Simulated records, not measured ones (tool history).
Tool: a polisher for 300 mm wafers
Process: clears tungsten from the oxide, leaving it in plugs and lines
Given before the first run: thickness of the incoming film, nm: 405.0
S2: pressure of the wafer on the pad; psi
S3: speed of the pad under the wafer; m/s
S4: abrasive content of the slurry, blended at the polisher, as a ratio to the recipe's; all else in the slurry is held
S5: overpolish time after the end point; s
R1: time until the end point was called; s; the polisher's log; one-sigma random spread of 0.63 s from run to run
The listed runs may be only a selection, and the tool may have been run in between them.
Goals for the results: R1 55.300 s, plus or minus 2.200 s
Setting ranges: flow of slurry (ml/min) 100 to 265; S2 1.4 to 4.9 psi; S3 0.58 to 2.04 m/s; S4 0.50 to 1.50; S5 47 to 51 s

run 1 hour=0.0 | flow_of_slurry_(ml/min)=170 S2=3.1 S3=1.30 S4=1.00 S5=47 | R1=81.215
run 2 hour=0.8 | flow_of_slurry_(ml/min)=170 S2=3.3 S3=1.30 S4=1.00 S5=47 | R1=75.926
run 3 hour=2.5 | flow_of_slurry_(ml/min)=170 S2=3.3 S3=1.30 S4=0.85 S5=47 | R1=77.481
run 4 hour=3.7 | flow_of_slurry_(ml/min)=170 S2=3.5 S3=1.30 S4=0.85 S5=47 | R1=75.820
run 5 hour=11.3 | flow_of_slurry_(ml/min)=125 S2=3.5 S3=1.30 S4=0.85 S5=47 | R1=78.470
run 6 hour=13.5 | flow_of_slurry_(ml/min)=100 S2=3.5 S3=1.30 S4=0.85 S5=47 | R1=81.846
run 7 hour=16.7 | flow_of_slurry_(ml/min)=110 S2=3.7 S3=1.30 S4=0.85 S5=47 | R1=76.579
run 8 hour=18.7 | flow_of_slurry_(ml/min)=120 S2=3.9 S3=1.30 S4=0.85 S5=47 | R1=71.448
run 9 hour=24.4 | flow_of_slurry_(ml/min)=130 S2=4.0 S3=1.30 S4=0.85 S5=47 | R1=68.153
run 10 hour=25.6 | flow_of_slurry_(ml/min)=140 S2=4.1 S3=1.30 S4=0.85 S5=47 | R1=65.788
run 11 hour=32.1 | flow_of_slurry_(ml/min)=145 S2=4.2 S3=1.30 S4=0.85 S5=47 | R1=63.338
run 12 hour=35.9 | flow_of_slurry_(ml/min)=150 S2=4.3 S3=1.30 S4=0.85 S5=47 | R1=62.279

4 candidate next runs follow, results not yet known. Just one meets every target within its allowed miss. Identify it.
run A hour=39.7 | flow_of_slurry_(ml/min)=160 S2=3.9 S3=1.36 S4=0.65 S5=47 | R1=?
run B hour=39.7 | flow_of_slurry_(ml/min)=130 S2=4.2 S3=1.30 S4=0.90 S5=47 | R1=?
run C hour=39.7 | flow_of_slurry_(ml/min)=185 S2=4.9 S3=1.24 S4=0.85 S5=51 | R1=?
run D hour=39.7 | flow_of_slurry_(ml/min)=170 S2=4.2 S3=1.34 S4=0.50 S5=47 | R1=?

move=A R1=67.525
move=B R1=64.630
move=C R1=55.143
move=D R1=65.896
A: misses by more than the last run did
B: misses by more than the last run did
C: in spec on every target
D: misses by more than the last run did
Answer: C
